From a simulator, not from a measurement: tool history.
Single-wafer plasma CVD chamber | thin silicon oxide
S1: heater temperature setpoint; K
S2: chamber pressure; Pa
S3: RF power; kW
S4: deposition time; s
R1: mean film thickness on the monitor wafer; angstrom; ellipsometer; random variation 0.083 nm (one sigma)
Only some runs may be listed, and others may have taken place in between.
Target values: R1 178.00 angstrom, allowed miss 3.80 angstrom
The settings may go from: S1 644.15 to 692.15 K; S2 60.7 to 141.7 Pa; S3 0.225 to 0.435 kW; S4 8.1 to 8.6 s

Run 1, hour 0.0: S1 668.15 K, S2 101.2 Pa, S3 0.330 kW, S4 8.6 s. Result: R1 160.84 angstrom.
Run 2, hour 8.8: S1 668.15 K, S2 101.2 Pa, S3 0.360 kW, S4 8.6 s. Result: R1 164.48 angstrom.
Run 3, hour 14.5: S1 668.15 K, S2 102.4 Pa, S3 0.360 kW, S4 8.6 s. Result: R1 168.41 angstrom.
Run 4, hour 19.0: S1 668.15 K, S2 85.3 Pa, S3 0.360 kW, S4 8.6 s. Result: R1 137.81 angstrom.
Run 5, hour 20.1: S1 668.15 K, S2 88.8 Pa, S3 0.360 kW, S4 8.6 s. Result: R1 145.19 angstrom.
Run 6, hour 21.8: S1 668.15 K, S2 88.8 Pa, S3 0.390 kW, S4 8.6 s. Result: R1 150.37 angstrom.
Run 7, hour 27.6: S1 668.15 K, S2 108.9 Pa, S3 0.395 kW, S4 8.6 s. Result: R1 183.08 angstrom.
Run 8, hour 30.1: S1 668.15 K, S2 108.5 Pa, S3 0.395 kW, S4 8.6 s. Result: R1 181.85 angstrom.

5 candidate next runs follow, results not yet known. Just one meets every target within its allowed miss. Identify it.
Run A, hour 32.6: S1 674.15 K, S2 111.1 Pa, S3 0.360 kW, S4 8.2 s. Result: R1 ?.
Run B, hour 32.6: S1 676.15 K, S2 109.9 Pa, S3 0.430 kW, S4 8.1 s. Result: R1 ?.
Run C, hour 32.6: S1 663.15 K, S2 106.0 Pa, S3 0.395 kW, S4 8.1 s. Result: R1 ?.
Run D, hour 32.6: S1 673.15 K, S2 108.4 Pa, S3 0.380 kW, S4 8.1 s. Result: R1 ?.
Run E, hour 32.6: S1 662.15 K, S2 104.4 Pa, S3 0.425 kW, S4 8.1 s. Result: R1 ?.

move      R1
   A  169.54
   B  177.30
   C  167.22
   D  167.33
   E  169.57
A: takes the result that was furthest off past its target
B: all results in spec
C: takes the result that was furthest off past its target
D: takes the result that was furthest off past its target
E: takes the result that was furthest off past its target
Answer: B
